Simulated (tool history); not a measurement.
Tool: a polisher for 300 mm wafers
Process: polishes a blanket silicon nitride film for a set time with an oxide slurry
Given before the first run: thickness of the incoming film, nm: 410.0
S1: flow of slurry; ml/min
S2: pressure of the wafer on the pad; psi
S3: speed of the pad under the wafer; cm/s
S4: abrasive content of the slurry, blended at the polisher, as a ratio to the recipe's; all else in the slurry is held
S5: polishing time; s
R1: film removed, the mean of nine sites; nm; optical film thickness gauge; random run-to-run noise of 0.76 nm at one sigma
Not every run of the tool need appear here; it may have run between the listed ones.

run	hour	S1	S2	S3	S4	S5	R1
1	0	210	4.9	122	1	114	124.14
2	2.1	210	4.9	122	0.8	114	111.51
3	7.4	255	4.9	122	0.8	114	112.62
4	11.6	255	4.9	122	0.8	120	119.75
5	12.5	290	4.9	122	0.8	120	119.56
6	17.9	290	4.2	118	0.8	120	104.25
7	22.2	290	3.7	110	0.8	120	88
8	30.7	290	3.3	108	0.8	120	75.66

For run 9, what comes out?
9	36.1	285	2.5	106	0.8	120	?

{"run 9": {"R1": 57.708}}
